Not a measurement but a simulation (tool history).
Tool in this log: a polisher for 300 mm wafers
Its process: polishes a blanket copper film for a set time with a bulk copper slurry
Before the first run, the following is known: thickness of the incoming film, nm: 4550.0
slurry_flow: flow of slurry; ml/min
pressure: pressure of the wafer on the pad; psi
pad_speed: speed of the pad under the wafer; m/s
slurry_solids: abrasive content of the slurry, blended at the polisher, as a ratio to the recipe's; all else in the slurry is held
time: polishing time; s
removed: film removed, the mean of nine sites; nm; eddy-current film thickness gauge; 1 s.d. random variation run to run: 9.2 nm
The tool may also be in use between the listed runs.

Run 1, hour 0.0: slurry_flow 235 ml/min, pressure 2.0 psi, pad_speed 1.38 m/s, slurry_solids 1.0, time 62 s. Result: removed 482.28 nm.
Run 2, hour 9.0: slurry_flow 235 ml/min, pressure 2.3 psi, pad_speed 1.40 m/s, slurry_solids 1.0, time 62 s. Result: removed 550.88 nm.
Run 3, hour 9.7: slurry_flow 260 ml/min, pressure 2.3 psi, pad_speed 1.40 m/s, slurry_solids 1.0, time 62 s. Result: removed 565.28 nm.
Run 4, hour 12.4: slurry_flow 210 ml/min, pressure 2.3 psi, pad_speed 1.40 m/s, slurry_solids 1.0, time 62 s. Result: removed 558.01 nm.
Run 5, hour 20.2: slurry_flow 210 ml/min, pressure 2.3 psi, pad_speed 1.20 m/s, slurry_solids 1.0, time 62 s. Result: removed 480.84 nm.
Run 6, hour 28.4: slurry_flow 210 ml/min, pressure 2.3 psi, pad_speed 0.94 m/s, slurry_solids 1.0, time 62 s. Result: removed 372.97 nm.
Run 7, hour 33.5: slurry_flow 210 ml/min, pressure 2.6 psi, pad_speed 1.08 m/s, slurry_solids 1.0, time 62 s. Result: removed 489.61 nm.
Run 8, hour 38.6: slurry_flow 210 ml/min, pressure 2.8 psi, pad_speed 1.18 m/s, slurry_solids 1.0, time 62 s. Result: removed 562.61 nm.

Run 9 has not been measured yet. What should we expect?
Run 9, hour 40.5: slurry_flow 210 ml/min, pressure 2.9 psi, pad_speed 1.28 m/s, slurry_solids 1.0, time 62 s. Result: removed ?.

removed: 630.74 nm
